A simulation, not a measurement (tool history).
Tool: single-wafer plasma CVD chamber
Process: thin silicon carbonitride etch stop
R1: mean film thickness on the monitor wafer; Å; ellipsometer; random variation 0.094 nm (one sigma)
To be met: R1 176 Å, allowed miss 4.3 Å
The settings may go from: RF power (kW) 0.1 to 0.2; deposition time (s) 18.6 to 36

run 1 hour=0 | RF_power_(kW)=0.15 deposition_time_(s)=27.3 | R1=148.52
run 2 hour=1.1 | RF_power_(kW)=0.17 deposition_time_(s)=27.3 | R1=153.36
run 3 hour=2.7 | RF_power_(kW)=0.17 deposition_time_(s)=30.4 | R1=168.66
run 4 hour=9.9 | RF_power_(kW)=0.17 deposition_time_(s)=27.4 | R1=153.51
run 5 hour=11.9 | RF_power_(kW)=0.17 deposition_time_(s)=28.1 | R1=156.16
run 6 hour=19.8 | RF_power_(kW)=0.18 deposition_time_(s)=28.1 | R1=157.95
-- hour=26.3 RF generator calibrated
run 7 hour=26.3 | RF_power_(kW)=0.18 deposition_time_(s)=28.7 | R1=167.03
run 8 hour=32.8 | RF_power_(kW)=0.18 deposition_time_(s)=28.8 | R1=164.99

Which of these 5 next moves meets every target?
run A hour=39.3 | RF_power_(kW)=0.19 deposition_time_(s)=28.8 | R1=?
run B hour=39.3 | RF_power_(kW)=0.18 deposition_time_(s)=29.3 | R1=?
run C hour=39.3 | RF_power_(kW)=0.19 deposition_time_(s)=30.1 | R1=?
run D hour=39.3 | RF_power_(kW)=0.185 deposition_time_(s)=28.5 | R1=?
run E hour=39.3 | RF_power_(kW)=0.155 deposition_time_(s)=26.1 | R1=?

move=A R1=167.12
move=B R1=167.81
move=C R1=174.66
move=D R1=164.31
move=E R1=144.27
A: nearer than the last run, and not there yet
B: nearer than the last run, and not there yet
C: meets every target
D: further off than the last run
E: further off than the last run
The right move is C.
